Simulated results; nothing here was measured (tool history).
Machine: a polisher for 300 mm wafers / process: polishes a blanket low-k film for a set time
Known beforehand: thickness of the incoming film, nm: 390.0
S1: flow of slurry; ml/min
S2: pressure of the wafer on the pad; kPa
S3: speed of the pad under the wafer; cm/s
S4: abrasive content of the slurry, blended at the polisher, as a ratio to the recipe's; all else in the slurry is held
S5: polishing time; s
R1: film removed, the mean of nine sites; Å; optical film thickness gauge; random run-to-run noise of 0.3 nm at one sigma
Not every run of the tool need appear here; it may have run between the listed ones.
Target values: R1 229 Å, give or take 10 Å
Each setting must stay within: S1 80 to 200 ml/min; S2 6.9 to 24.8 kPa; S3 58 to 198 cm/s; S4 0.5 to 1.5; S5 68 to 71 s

run	hour	S1	S2	S3	S4	S5	R1
1	0	130	15.9	128	1	68	345.63
2	7.9	130	14.5	128	1	68	320.02
3	16.4	130	13.1	128	1	68	289.76
4	18.4	130	13.1	128	1	68	288.51
5	23.9	130	15.9	128	1	68	345.46
6	31.9	130	15.9	144	1	68	369.85
7	35.8	130	14.5	142	1	68	339.12
8	39.8	130	13.1	140	1	68	307.81
9	43.8	130	12.4	140	1	68	287.84
10	50.6	130	11.7	140	1	68	270.17
11	58.8	130	11	140	1	68	261.85
12	63.4	130	10.3	140	1	68	243.89

5 next moves are on the table. One of them brings every result within its allowed miss. Which?
A	68	120	9.7	132	1.1	68	?
B	68	145	10.3	134	1.1	70	?
C	68	110	10.3	134	1.2	69	?
D	68	145	11.7	136	0.9	68	?
E	68	160	11.7	126	0.85	71	?

move	R1
A	224.25
B	258.44
C	251.76
D	257.52
E	250.05
A: every result within its allowed miss
B: misses by more than the last run did
C: misses by more than the last run did
D: misses by more than the last run did
E: misses by more than the last run did
The move that meets every target is A.
